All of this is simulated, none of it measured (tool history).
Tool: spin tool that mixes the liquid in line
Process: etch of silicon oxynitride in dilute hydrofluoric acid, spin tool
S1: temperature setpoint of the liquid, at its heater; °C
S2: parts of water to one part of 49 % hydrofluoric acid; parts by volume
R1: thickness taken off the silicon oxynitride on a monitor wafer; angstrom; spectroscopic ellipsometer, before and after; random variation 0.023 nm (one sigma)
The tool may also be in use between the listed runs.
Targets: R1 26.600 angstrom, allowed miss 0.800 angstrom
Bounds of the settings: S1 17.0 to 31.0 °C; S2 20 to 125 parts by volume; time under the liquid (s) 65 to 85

run 1 hour=0.0 | S1=23.0 S2=70 time_under_the_liquid_(s)=85 | R1=17.552
run 2 hour=3.1 | S1=24.5 S2=70 time_under_the_liquid_(s)=85 | R1=19.076
run 3 hour=8.5 | S1=25.5 S2=70 time_under_the_liquid_(s)=85 | R1=20.082
run 4 hour=17.1 | S1=25.5 S2=70 time_under_the_liquid_(s)=85 | R1=19.836
run 5 hour=21.6 | S1=25.5 S2=70 time_under_the_liquid_(s)=65 | R1=15.159
run 6 hour=25.9 | S1=25.5 S2=60 time_under_the_liquid_(s)=65 | R1=18.241
run 7 hour=34.1 | S1=26.5 S2=55 time_under_the_liquid_(s)=65 | R1=20.780
run 8 hour=36.3 | S1=27.5 S2=55 time_under_the_liquid_(s)=65 | R1=21.754
run 9 hour=43.6 | S1=28.0 S2=55 time_under_the_liquid_(s)=65 | R1=22.147
run 10 hour=45.1 | S1=31.0 S2=50 time_under_the_liquid_(s)=65 | R1=28.293

Which of these 5 next moves meets every target?
run A hour=46.6 | S1=31.0 S2=65 time_under_the_liquid_(s)=80 | R1=?
run B hour=46.6 | S1=30.0 S2=45 time_under_the_liquid_(s)=65 | R1=?
run C hour=46.6 | S1=31.0 S2=65 time_under_the_liquid_(s)=85 | R1=?
run D hour=46.6 | S1=31.0 S2=55 time_under_the_liquid_(s)=75 | R1=?
run E hour=46.6 | S1=31.0 S2=45 time_under_the_liquid_(s)=65 | R1=?

move=A R1=26.406
move=B R1=30.221
move=C R1=28.056
move=D R1=29.574
move=E R1=31.662
A: meets every target
B: further off than the last run
C: nearer than the last run, and not there yet
D: further off than the last run
E: further off than the last run
Answer: A
